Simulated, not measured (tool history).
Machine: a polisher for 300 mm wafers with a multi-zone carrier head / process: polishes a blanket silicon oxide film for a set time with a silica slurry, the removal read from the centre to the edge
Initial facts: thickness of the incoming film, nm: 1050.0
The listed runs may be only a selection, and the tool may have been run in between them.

run    day  flow of slurry (ml/min)  pressure of the head's centre zone  pressure of the head's middle zone  pressure of the head's edge zone  abrasive content of the slurry  polishing time (s)  film removed at the wafer's centre (nm)  film removed at mid-radius (nm)  film removed at the wafer's edge (nm)
  1  0.000                      240                                1.00                                1.00                              1.00                            1.00                  66                                   191.33                           194.84                                 192.61
  2  0.312                      185                                1.00                                1.00                              1.00                            1.00                  66                                   182.08                           188.96                                 186.13
  3  0.638                      185                                1.00                                1.07                              1.00                            1.00                  66                                   185.12                           197.90                                 185.75
  4  0.717                      180                                1.03                                1.00                              1.00                            0.95                  66                                   186.65                           189.60                                 184.71
  5  0.742                      180                                1.03                                1.00                              1.08                            0.95                  66                                   188.47                           184.70                                 193.15
  6  0.979                      180                                1.03                                1.00                              1.08                            0.95                  53                                   151.14                           146.71                                 152.90
  7  1.192                      200                                1.05                                0.99                              1.10                            0.95                  53                                   157.55                           150.95                                 158.24

Run 8 is up next; what results do you expect?
  8  1.508                      210                                1.07                                0.96                              1.11                            0.95                  53                                        ?                                ?                                      ?

Logged for run 8: film removed at the wafer's centre (nm) 160.47, film removed at mid-radius (nm) 146.55, film removed at the wafer's edge (nm) 158.76.
